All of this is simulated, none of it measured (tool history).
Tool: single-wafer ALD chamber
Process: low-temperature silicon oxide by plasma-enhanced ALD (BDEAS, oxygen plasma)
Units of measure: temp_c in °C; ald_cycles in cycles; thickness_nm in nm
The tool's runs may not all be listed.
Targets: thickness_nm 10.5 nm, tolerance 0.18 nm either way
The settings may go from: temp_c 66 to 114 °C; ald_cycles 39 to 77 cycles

| run | hour | temp_c | ald_cycles | thickness_nm |
|---|---|---|---|---|
| 1 | 0 | 90 | 58 | 9.1161 |
| 2 | 5.9 | 87 | 59 | 9.4341 |
| 3 | 8.6 | 77 | 59 | 9.8053 |
| 4 | 16.3 | 77 | 55 | 9.1083 |
| 5 | 22.5 | 75 | 56 | 9.2567 |
| 6 | 31 | 74 | 57 | 9.4311 |
| 7 | 34.6 | 73 | 58 | 9.7491 |
| 8 | 39 | 72 | 59 | 9.9317 |

Of the 4 settings listed for the next run, only one would bring every result within its allowed miss of target. Which one?
| A | 43.4 | 85 | 61 | ? |
| B | 43.4 | 66 | 59 | ? |
| C | 43.4 | 72 | 58 | ? |
| D | 43.4 | 75 | 63 | ? |

| move | thickness_nm |
|---|---|
| A | 9.8802 |
| B | 10.215 |
| C | 9.8377 |
| D | 10.575 |
A: lands further from the targets than the last run did
B: closes in on the targets versus the last run, not all within tolerance yet
C: lands further from the targets than the last run did
D: each result inside its tolerance
Go with D: it meets all targets.

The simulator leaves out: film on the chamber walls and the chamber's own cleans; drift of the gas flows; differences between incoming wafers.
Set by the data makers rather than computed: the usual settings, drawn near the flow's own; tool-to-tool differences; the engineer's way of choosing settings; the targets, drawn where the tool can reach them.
